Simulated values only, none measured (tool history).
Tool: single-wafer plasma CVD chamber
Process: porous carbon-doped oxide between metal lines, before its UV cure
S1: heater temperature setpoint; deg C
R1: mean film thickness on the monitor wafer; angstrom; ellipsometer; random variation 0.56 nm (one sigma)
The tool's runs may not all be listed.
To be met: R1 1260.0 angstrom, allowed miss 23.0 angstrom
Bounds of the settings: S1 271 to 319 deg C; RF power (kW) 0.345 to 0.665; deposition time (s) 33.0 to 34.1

Run 1, day 0.000: S1 295 deg C, RF power (kW) 0.505, deposition time (s) 33.0. Result: R1 1560.0 angstrom.
Run 2, day 0.262: S1 295 deg C, RF power (kW) 0.465, deposition time (s) 33.0. Result: R1 1451.9 angstrom.
Run 3, day 0.521: S1 288 deg C, RF power (kW) 0.465, deposition time (s) 33.0. Result: R1 1509.0 angstrom.
Run 4, day 0.762: S1 288 deg C, RF power (kW) 0.465, deposition time (s) 34.1. Result: R1 1554.6 angstrom.
Run 5, day 0.967: S1 291 deg C, RF power (kW) 0.455, deposition time (s) 34.1. Result: R1 1490.6 angstrom.
Run 6, day 1.162: S1 284 deg C, RF power (kW) 0.455, deposition time (s) 34.1. Result: R1 1568.5 angstrom.
Run 7, day 1.275: S1 296 deg C, RF power (kW) 0.430, deposition time (s) 34.1. Result: R1 1382.0 angstrom.
Run 8, day 1.617: S1 298 deg C, RF power (kW) 0.430, deposition time (s) 34.1. Result: R1 1361.8 angstrom.
At day 1.879: RF generator calibrated.
Run 9, day 1.879: S1 300 deg C, RF power (kW) 0.430, deposition time (s) 34.1. Result: R1 1439.2 angstrom.

4 next moves are on the table. One of them brings every result within its allowed miss. Which?
Run A, day 2.142: S1 312 deg C, RF power (kW) 0.395, deposition time (s) 33.0. Result: R1 ?.
Run B, day 2.142: S1 302 deg C, RF power (kW) 0.380, deposition time (s) 33.0. Result: R1 ?.
Run C, day 2.142: S1 305 deg C, RF power (kW) 0.365, deposition time (s) 33.0. Result: R1 ?.
Run D, day 2.142: S1 292 deg C, RF power (kW) 0.375, deposition time (s) 33.0. Result: R1 ?.

move      R1
   A  1203.3
   B  1219.0
   C  1150.2
   D  1271.5
A: takes the result that was furthest off past its target
B: takes the result that was furthest off past its target
C: takes the result that was furthest off past its target
D: meets every target
The right move is D.

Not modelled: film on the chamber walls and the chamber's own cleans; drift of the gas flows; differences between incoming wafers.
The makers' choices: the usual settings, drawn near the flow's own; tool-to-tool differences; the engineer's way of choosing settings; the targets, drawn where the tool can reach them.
